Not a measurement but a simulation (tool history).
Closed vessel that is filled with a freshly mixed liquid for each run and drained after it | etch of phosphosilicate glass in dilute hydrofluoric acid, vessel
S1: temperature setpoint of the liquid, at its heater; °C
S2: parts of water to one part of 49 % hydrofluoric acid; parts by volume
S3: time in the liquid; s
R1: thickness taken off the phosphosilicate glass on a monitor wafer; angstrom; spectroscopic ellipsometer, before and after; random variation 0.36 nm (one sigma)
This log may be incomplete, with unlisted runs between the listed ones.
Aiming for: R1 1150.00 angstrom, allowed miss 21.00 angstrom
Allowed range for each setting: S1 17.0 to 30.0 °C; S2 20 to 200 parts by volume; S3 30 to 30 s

run,day,S1,S2,S3,R1
1,0.000,22.0,110,30,486.82
2,0.258,22.0,110,30,485.76
3,0.467,19.5,110,30,438.46
4,0.496,22.0,95,30,571.84
5,0.529,24.0,85,30,703.40
6,0.767,24.0,85,30,704.14
7,0.979,25.5,80,30,797.44
8,1.271,29.5,60,30,1281.20
9,1.646,29.0,60,30,1259.50

Exercise: of the 5 proposed moves below, exactly one satisfies all targets within the stated allowed misses. Which move is it?
A,2.021,29.5,70,30,?
B,2.021,28.0,50,30,?
C,2.021,22.0,40,30,?
D,2.021,30.0,65,30,?
E,2.021,29.0,65,30,?

move,R1
A,1082.00
B,1470.60
C,1457.20
D,1196.80
E,1151.20
A: carries the result that was furthest off beyond its target, to the other side
B: moves away from the targets compared with the last run
C: moves away from the targets compared with the last run
D: an improvement on the last run, though not all results are within tolerance
E: each result inside its tolerance
So the answer is move E, the one that meets all the targets.
